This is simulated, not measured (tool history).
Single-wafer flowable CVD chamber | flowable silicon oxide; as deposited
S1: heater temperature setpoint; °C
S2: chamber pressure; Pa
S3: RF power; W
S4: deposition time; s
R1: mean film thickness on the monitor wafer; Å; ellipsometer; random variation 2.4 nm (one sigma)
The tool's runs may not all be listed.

run	hour	S1	S2	S3	S4	R1
1	0	100	116.7	2610	850	6239.8
2	6.5	100	116.7	2610	876	6439.3
3	10.4	100	130.5	2610	876	7143.6
4	19.2	100	130.5	2875	876	7179.1
5	27.6	100	130.5	2875	876	7220.4
6	33.3	96	130.5	2875	876	8115.9

Run 7 comes next. What will it give?
7	35.3	95	130.5	2875	876	?

{"run 7": {"R1": 8385.3}}
